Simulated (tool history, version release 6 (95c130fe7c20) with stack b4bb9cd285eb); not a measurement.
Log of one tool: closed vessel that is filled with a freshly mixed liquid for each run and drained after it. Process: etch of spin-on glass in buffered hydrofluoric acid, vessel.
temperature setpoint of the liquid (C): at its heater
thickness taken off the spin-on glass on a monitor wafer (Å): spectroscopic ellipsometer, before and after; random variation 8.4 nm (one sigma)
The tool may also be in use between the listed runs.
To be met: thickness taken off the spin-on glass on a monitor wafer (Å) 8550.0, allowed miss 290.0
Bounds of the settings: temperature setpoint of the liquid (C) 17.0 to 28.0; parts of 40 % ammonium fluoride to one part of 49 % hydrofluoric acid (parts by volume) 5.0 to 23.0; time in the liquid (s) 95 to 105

run    day  temperature setpoint of the liquid (C)  parts of 40 % ammonium fluoride to one part of 49 % hydrofluoric acid (parts by volume)  time in the liquid (s)  thickness taken off the spin-on glass on a monitor wafer (Å)
  1  0.000                                    20.0                                                                                     14.0                      95                                                        3665.2
  2  0.308                                    20.0                                                                                     14.0                      95                                                        3588.3
  3  0.450                                    22.5                                                                                     12.0                      95                                                        4858.6
  4  0.558                                    22.5                                                                                     10.5                      95                                                        5443.1
  5  0.917                                    24.0                                                                                     10.0                      95                                                        6245.6
  6  1.104                                    24.0                                                                                     10.0                     105                                                        6983.7
  7  1.246                                    25.0                                                                                     10.0                     105                                                        7255.9
  8  1.525                                    26.0                                                                                     10.0                     105                                                        7620.6

5 next moves are on the table. One of them brings every result within its allowed miss. Which?
  A  1.804                                    26.5                                                                                     10.5                      95                                                             ?
  B  1.804                                    25.5                                                                                      8.5                     105                                                             ?
  C  1.804                                    27.0                                                                                     10.5                     105                                                             ?
  D  1.804                                    25.0                                                                                      8.5                     100                                                             ?
  E  1.804                                    23.5                                                                                      8.5                     105                                                             ?

move  thickness taken off the spin-on glass on a monitor wafer (Å)
   A                                                        6867.6
   B                                                        8578.5
   C                                                        7794.4
   D                                                        7954.4
   E                                                        7704.1
A: further off than the last run
B: meets every target
C: nearer than the last run, and not there yet
D: nearer than the last run, and not there yet
E: nearer than the last run, and not there yet
The right move is B.
